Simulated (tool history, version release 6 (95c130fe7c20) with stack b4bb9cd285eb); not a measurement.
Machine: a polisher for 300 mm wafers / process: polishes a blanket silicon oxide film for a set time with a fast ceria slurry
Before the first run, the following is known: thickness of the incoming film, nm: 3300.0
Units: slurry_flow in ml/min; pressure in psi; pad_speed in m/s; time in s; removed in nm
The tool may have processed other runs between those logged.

run,hour,slurry_flow,pressure,pad_speed,time,removed
1,0.0,155,1.9,1.28,115,1823.3
2,2.1,155,1.7,1.28,115,1618.5
3,5.7,185,1.7,1.28,115,1703.8
4,12.3,185,1.7,1.44,115,1822.0
5,20.1,185,1.6,1.44,115,1688.4
6,26.7,185,1.6,1.44,115,1685.7

Run 7 has not been measured yet. What should we expect?
7,30.9,180,1.5,1.44,115,?

For run 7 the tool returned removed 1643.4 nm.

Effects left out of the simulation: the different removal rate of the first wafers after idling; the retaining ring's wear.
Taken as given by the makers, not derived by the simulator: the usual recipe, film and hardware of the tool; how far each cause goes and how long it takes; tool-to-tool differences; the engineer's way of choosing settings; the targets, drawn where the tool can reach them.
